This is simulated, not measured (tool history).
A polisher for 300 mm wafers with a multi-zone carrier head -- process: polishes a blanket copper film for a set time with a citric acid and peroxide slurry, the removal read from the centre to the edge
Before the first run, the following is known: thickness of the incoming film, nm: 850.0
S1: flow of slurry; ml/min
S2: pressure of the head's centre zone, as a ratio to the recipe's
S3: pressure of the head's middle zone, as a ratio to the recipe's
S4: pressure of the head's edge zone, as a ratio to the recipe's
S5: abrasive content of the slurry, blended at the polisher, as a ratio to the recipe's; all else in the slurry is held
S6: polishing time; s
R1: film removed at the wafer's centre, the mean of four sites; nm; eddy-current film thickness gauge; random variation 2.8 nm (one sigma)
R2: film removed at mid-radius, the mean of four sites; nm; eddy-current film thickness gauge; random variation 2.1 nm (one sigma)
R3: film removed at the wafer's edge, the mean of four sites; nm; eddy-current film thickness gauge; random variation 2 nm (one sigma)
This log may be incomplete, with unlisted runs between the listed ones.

| run | hour | S1 | S2 | S3 | S4 | S5 | S6 | R1 | R2 | R3 |
|---|---|---|---|---|---|---|---|---|---|---|
| 1 | 0 | 315 | 1 | 1 | 1 | 1 | 83 | 220.07 | 212.19 | 213.3 |
| 2 | 5.4 | 325 | 1.02 | 1.03 | 1.03 | 1.1 | 85 | 234.98 | 232.7 | 227.61 |
| 3 | 10.9 | 330 | 1.04 | 1.04 | 1.05 | 1.15 | 86 | 249.1 | 240.85 | 235.14 |
| 4 | 16 | 335 | 1.05 | 1.05 | 1.07 | 1.2 | 87 | 256.34 | 246.35 | 245.94 |
| 5 | 20.5 | 335 | 1.05 | 1.01 | 1.07 | 1.2 | 87 | 251.62 | 236.29 | 247.51 |
| 6 | 25.9 | 335 | 1.05 | 1.01 | 1.07 | 1.2 | 101 | 301.62 | 279.85 | 285.04 |
| 7 | 27.6 | 345 | 1.05 | 1.02 | 1.08 | 1.2 | 101 | 298.85 | 281.39 | 288.21 |
| 8 | 35 | 350 | 1.05 | 1.03 | 1.08 | 1.2 | 101 | 300.53 | 285.84 | 288.47 |

Run 9 comes next. What will it give?
| 9 | 39.5 | 355 | 1.05 | 1.04 | 1.08 | 1.2 | 101 | ? | ? | ? |

{"run 9": {"R1": 296.12, "R2": 285.2, "R3": 286.25}}
